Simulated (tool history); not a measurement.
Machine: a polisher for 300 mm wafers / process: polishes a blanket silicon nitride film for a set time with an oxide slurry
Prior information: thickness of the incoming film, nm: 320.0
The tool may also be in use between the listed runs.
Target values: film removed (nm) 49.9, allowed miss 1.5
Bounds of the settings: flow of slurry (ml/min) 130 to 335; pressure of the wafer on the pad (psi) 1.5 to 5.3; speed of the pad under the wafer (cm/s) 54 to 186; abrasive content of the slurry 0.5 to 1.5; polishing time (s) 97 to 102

| run | hour | flow of slurry (ml/min) | pressure of the wafer on the pad (psi) | speed of the pad under the wafer (cm/s) | abrasive content of the slurry | polishing time (s) | film removed (nm) |
|---|---|---|---|---|---|---|---|
| 1 | 0 | 215 | 3.4 | 118 | 1 | 97 | 73.162 |
| 2 | 3 | 215 | 3.1 | 118 | 1 | 97 | 66.212 |
| 3 | 5 | 215 | 3.1 | 134 | 1 | 97 | 74.272 |
| 4 | 5.6 | 215 | 2.8 | 134 | 1 | 97 | 65.851 |
| 5 | 13.8 | 215 | 2.8 | 134 | 1 | 102 | 69.827 |
| 6 | 19.7 | 215 | 2.8 | 134 | 1.15 | 102 | 73.597 |
| 7 | 25.4 | 215 | 2.6 | 134 | 1.15 | 102 | 67.84 |
| 8 | 28.4 | 215 | 2.4 | 134 | 1.15 | 102 | 63.226 |
| 9 | 34.6 | 215 | 2.3 | 134 | 1.15 | 102 | 59.992 |
| 10 | 42 | 215 | 2.2 | 134 | 1.15 | 102 | 58.02 |
| 11 | 43.4 | 215 | 2.1 | 134 | 1.15 | 102 | 55.808 |
| 12 | 45.6 | 205 | 1.7 | 134 | 1.15 | 102 | 45.318 |
| 13 | 51.9 | 215 | 1.7 | 134 | 1.15 | 102 | 45.391 |
| 14 | 56.2 | 220 | 1.8 | 134 | 1.15 | 102 | 46.936 |
| 15 | 65.1 | 215 | 1.8 | 134 | 1.15 | 102 | 47.827 |

Exactly one of the 5 candidate moves below puts every result within its allowed miss. Which one?
| A | 74 | 225 | 1.7 | 134 | 1.3 | 101 | ? |
| B | 74 | 200 | 1.9 | 124 | 1.2 | 97 | ? |
| C | 74 | 305 | 1.7 | 142 | 1 | 102 | ? |
| D | 74 | 220 | 2 | 130 | 1.2 | 102 | ? |
| E | 74 | 195 | 2.1 | 120 | 1.1 | 102 | ? |

| move | film removed (nm) |
|---|---|
| A | 46.276 |
| B | 44.517 |
| C | 46.498 |
| D | 51.716 |
| E | 48.583 |
A: the biggest miss grows against the last run
B: the biggest miss grows against the last run
C: the biggest miss grows against the last run
D: pushes the last run's worst result past its target
E: hits every target within its allowed miss
E is the move that brings every result within its allowed miss.
